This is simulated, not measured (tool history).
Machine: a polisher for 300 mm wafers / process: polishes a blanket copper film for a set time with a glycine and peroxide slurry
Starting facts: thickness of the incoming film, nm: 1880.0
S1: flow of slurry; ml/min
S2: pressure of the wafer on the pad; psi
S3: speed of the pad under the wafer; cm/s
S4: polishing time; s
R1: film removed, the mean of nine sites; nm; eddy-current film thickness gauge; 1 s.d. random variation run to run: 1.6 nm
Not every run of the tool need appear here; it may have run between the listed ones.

run	hour	S1	S2	S3	S4	R1
1	0.0	260	2.1	92	55	218.52
2	4.9	265	2.2	92	55	223.83
3	9.3	265	2.2	92	55	224.67
4	16.5	265	1.8	92	55	202.58
5	21.5	270	2.0	92	55	213.66
6	25.9	270	2.0	92	55	212.04
7	31.2	270	2.1	92	55	220.11
8	33.1	285	2.2	92	55	228.56

Run 9 comes next. What will it give?
9	37.6	285	2.2	92	55	?

{"run 9": {"R1": 222.94}}
